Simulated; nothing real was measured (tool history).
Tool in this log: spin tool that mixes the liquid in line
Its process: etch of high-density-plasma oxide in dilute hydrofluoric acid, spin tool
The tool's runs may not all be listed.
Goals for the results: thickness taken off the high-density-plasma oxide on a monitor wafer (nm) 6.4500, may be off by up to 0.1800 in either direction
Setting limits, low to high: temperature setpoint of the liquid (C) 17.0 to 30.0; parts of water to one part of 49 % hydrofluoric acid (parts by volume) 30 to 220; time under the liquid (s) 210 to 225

run    day  temperature setpoint of the liquid (C)  parts of water to one part of 49 % hydrofluoric acid (parts by volume)  time under the liquid (s)  thickness taken off the high-density-plasma oxide on a monitor wafer (nm)
  1  0.000                                    22.0                                                                     125                        210                                                                     6.9051
  2  0.121                                    22.0                                                                      90                        210                                                                     9.9488
  3  0.388                                    21.0                                                                      95                        210                                                                     9.0872
  4  0.592                                    21.0                                                                      75                        210                                                                    11.8630
  5  0.683                                    20.0                                                                      85                        210                                                                     9.7351
  6  0.921                                    20.0                                                                     105                        210                                                                     7.7133
  7  1.271                                    19.5                                                                     105                        210                                                                     7.5529
  8  1.558                                    19.0                                                                     105                        210                                                                     7.5148
  9  1.650                                    17.0                                                                     115                        210                                                                     6.2211

5 next moves are on the table. One of them brings every result within its allowed miss. Which?
  A  1.742                                    17.0                                                                     125                        210                                                                          ?
  B  1.742                                    18.5                                                                     125                        210                                                                          ?
  C  1.742                                    17.0                                                                     120                        215                                                                          ?
  D  1.742                                    17.0                                                                     110                        210                                                                          ?
  E  1.742                                    17.5                                                                     120                        210                                                                          ?

move  thickness taken off the high-density-plasma oxide on a monitor wafer (nm)
   A                                                                     5.6208
   B                                                                     5.9780
   C                                                                     6.0265
   D                                                                     6.4910
   E                                                                     6.0094
A: misses by more than the last run did
B: misses by more than the last run did
C: misses by more than the last run did
D: every result within its allowed miss
E: misses by more than the last run did
Go with D: it meets all targets.

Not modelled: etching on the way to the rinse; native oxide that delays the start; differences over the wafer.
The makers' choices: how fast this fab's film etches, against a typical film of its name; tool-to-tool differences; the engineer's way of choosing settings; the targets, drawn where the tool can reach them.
